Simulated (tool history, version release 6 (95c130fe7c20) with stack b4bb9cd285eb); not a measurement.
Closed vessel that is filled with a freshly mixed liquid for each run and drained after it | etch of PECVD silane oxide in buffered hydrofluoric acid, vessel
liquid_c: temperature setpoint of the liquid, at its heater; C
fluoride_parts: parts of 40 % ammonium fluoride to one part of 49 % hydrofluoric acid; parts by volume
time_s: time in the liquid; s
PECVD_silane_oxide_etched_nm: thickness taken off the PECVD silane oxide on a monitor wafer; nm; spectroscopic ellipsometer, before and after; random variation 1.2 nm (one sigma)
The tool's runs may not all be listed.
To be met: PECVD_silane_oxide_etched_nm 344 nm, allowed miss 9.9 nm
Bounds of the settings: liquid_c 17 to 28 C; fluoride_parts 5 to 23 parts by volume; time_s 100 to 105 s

run  hour  liquid_c  fluoride_parts  time_s  PECVD_silane_oxide_etched_nm
  1     0        20              14     100                        167.62
  2   5.9        20              14     105                        176.37
  3   9.6      22.5              13     105                        217.36
  4  17.6      22.5             9.5     105                        292.88
  5    24      22.5               6     105                        448.36
  6  25.1        21               6     105                        413.18
  7  27.8        21               6     105                        414.29
  8  29.7        20               6     105                        391.82
  9  33.8        19               6     105                        368.96
 10  38.7      18.5               6     105                        360.63

4 next moves are on the table. One of them brings every result within its allowed miss. Which?
  A  43.6        20               7     105                             ?
  B  43.6        19               6     105                             ?
  C  43.6      19.5               7     100                             ?
  D  43.6        17               6     100                             ?

move  PECVD_silane_oxide_etched_nm
   A                        345.49
   B                        373.08
   C                        319.81
   D                        316.66
A: meets every target
B: further off than the last run
C: takes the result that was furthest off past its target
D: takes the result that was furthest off past its target
The right move is A.
